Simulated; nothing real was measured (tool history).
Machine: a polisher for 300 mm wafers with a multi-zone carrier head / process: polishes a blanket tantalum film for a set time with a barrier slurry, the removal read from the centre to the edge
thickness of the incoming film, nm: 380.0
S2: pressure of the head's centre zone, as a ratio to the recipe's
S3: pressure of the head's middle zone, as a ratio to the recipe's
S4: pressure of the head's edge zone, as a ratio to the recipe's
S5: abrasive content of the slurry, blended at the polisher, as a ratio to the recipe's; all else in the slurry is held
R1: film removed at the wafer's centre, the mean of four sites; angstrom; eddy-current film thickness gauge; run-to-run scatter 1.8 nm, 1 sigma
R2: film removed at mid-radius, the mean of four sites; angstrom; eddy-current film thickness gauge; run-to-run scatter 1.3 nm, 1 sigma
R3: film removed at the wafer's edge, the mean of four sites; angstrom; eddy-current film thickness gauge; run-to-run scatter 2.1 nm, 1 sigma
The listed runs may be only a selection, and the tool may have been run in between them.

run 1 hour=0 | flow_of_slurry_(ml/min)=135 S2=1 S3=1 S4=1 S5=1 polishing_time_(s)=54 | R1=1125.5 R2=1080.8 R3=1112.6
run 2 hour=4 | flow_of_slurry_(ml/min)=135 S2=0.93 S3=1 S4=1 S5=1 polishing_time_(s)=54 | R1=1060.2 R2=1087.8 R3=1091.1
run 3 hour=5.6 | flow_of_slurry_(ml/min)=135 S2=0.93 S3=0.92 S4=1 S5=1 polishing_time_(s)=54 | R1=1070.3 R2=1006.4 R3=1121.3
run 4 hour=12.6 | flow_of_slurry_(ml/min)=135 S2=0.93 S3=1.01 S4=1 S5=1 polishing_time_(s)=54 | R1=1060.3 R2=1084 R3=1070.2
run 5 hour=16.3 | flow_of_slurry_(ml/min)=145 S2=0.97 S3=1.01 S4=1.01 S5=1.05 polishing_time_(s)=54 | R1=1134.9 R2=1104.9 R3=1117.2
run 6 hour=20.7 | flow_of_slurry_(ml/min)=145 S2=1 S3=1.01 S4=1.01 S5=1.05 polishing_time_(s)=54 | R1=1154.7 R2=1102 R3=1106.6
run 7 hour=27.1 | flow_of_slurry_(ml/min)=145 S2=1.02 S3=1 S4=1.02 S5=1.15 polishing_time_(s)=55 | R1=1238.3 R2=1153.7 R3=1177.3

Expected results for the next run?
run 8 hour=30.7 | flow_of_slurry_(ml/min)=145 S2=1.04 S3=0.99 S4=1.03 S5=1.2 polishing_time_(s)=55 | R1=? R2=? R3=?

{"run 8": {"R1": 1277.3, "R2": 1146.3, "R3": 1181.1}}
